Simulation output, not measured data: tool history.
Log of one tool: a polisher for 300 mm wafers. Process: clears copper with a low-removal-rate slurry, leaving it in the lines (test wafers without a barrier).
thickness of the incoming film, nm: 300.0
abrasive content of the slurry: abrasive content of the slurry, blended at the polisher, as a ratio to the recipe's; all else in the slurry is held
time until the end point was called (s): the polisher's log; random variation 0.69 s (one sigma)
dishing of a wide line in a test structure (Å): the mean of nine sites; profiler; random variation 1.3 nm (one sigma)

run  hour  flow of slurry (ml/min)  pressure of the wafer on the pad (psi)  speed of the pad under the wafer (m/s)  abrasive content of the slurry  overpolish time after the end point (s)  time until the end point was called (s)  dishing of a wide line in a test structure (Å)
  1     0                      310                                     3.6                                    1.02                               1                                       21                                   71.091                                          620.22
  2   4.8                      310                                     3.9                                    1.02                               1                                       21                                   67.904                                          642.74
  3   9.5                      310                                     4.3                                    1.02                               1                                       21                                   62.472                                          682.62
  4  12.1                      310                                     4.5                                    1.04                               1                                       21                                   61.377                                          733.65
  5  16.1                      310                                     4.7                                    1.08                               1                                       20                                   57.344                                          731.85
  6  23.2                      310                                     4.7                                    1.08                               1                                       12                                   57.576                                          478.59
  7  24.1                      310                                     4.7                                    1.12                               1                                       13                                   56.326                                          515.25

Run 8 comes next. What will it give?
     27.8  -- slurry nozzle cleaned
  8  27.8                      310                                     4.8                                    1.16                               1                                       14                                        ?                                               ?

{"run 8": {"time until the end point was called (s)": 48.383, "dishing of a wide line in a test structure (Å)": 628.33}}

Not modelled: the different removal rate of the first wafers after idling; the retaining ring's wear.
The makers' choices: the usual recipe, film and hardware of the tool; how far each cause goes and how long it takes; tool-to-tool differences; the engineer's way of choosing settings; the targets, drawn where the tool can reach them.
